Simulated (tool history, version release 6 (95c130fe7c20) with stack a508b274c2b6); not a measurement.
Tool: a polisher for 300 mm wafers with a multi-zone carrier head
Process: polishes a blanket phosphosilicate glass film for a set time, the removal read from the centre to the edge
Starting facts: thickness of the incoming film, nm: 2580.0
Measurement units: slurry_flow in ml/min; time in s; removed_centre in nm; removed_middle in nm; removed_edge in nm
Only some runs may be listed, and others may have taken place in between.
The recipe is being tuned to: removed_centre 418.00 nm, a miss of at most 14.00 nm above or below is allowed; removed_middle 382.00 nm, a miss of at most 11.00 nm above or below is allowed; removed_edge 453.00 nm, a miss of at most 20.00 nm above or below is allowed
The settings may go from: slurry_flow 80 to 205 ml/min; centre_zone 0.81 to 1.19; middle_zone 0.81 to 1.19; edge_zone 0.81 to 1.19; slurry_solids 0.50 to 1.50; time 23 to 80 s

run	hour	slurry_flow	centre_zone	middle_zone	edge_zone	slurry_solids	time	removed_centre	removed_middle	removed_edge
1	0.0	135	1.00	1.00	1.00	1.00	51	325.73	328.47	336.20
2	1.2	140	1.01	0.99	1.03	1.05	51	342.11	334.16	346.30
3	5.1	140	1.01	0.99	1.08	1.05	51	344.65	335.39	359.72
4	6.6	140	1.01	0.96	1.08	1.05	51	347.85	324.09	360.03
5	10.9	140	0.97	0.96	1.08	1.05	51	336.62	330.71	351.45
6	16.2	140	0.97	0.96	1.08	1.05	40	260.78	257.33	284.02
7	17.1	140	0.97	0.96	1.08	1.05	40	256.23	253.87	278.85
8	25.2	130	0.99	0.97	1.10	1.15	42	285.84	278.04	307.41
9	28.6	125	1.00	0.97	1.12	1.20	44	306.24	297.05	325.47
10	31.0	160	0.97	0.87	1.19	1.45	51	392.69	351.57	435.08
11	31.8	165	0.97	0.88	1.19	1.45	51	389.94	360.87	426.00

Which single option among these 5 for the next run brings every result within its allowed miss of target? Just one does.
A	32.6	155	0.85	0.93	1.19	1.40	52	?	?	?
B	32.6	165	0.85	0.87	1.19	1.50	55	?	?	?
C	32.6	140	1.03	0.85	1.07	1.45	49	?	?	?
D	32.6	100	1.03	0.93	1.19	1.25	60	?	?	?
E	32.6	175	1.11	0.92	1.05	1.50	47	?	?	?

move	removed_centre	removed_middle	removed_edge
A	339.51	376.05	427.45
B	373.10	390.68	468.43
C	386.10	327.74	389.21
D	412.36	380.41	443.53
E	421.60	352.37	385.35
A: its largest miss is bigger than the last run's
B: its largest miss is bigger than the last run's
C: its largest miss is bigger than the last run's
D: in spec on every target
E: puts the biggest miss on target and leaves a different result outside tolerance
Correct choice: D, which meets every target
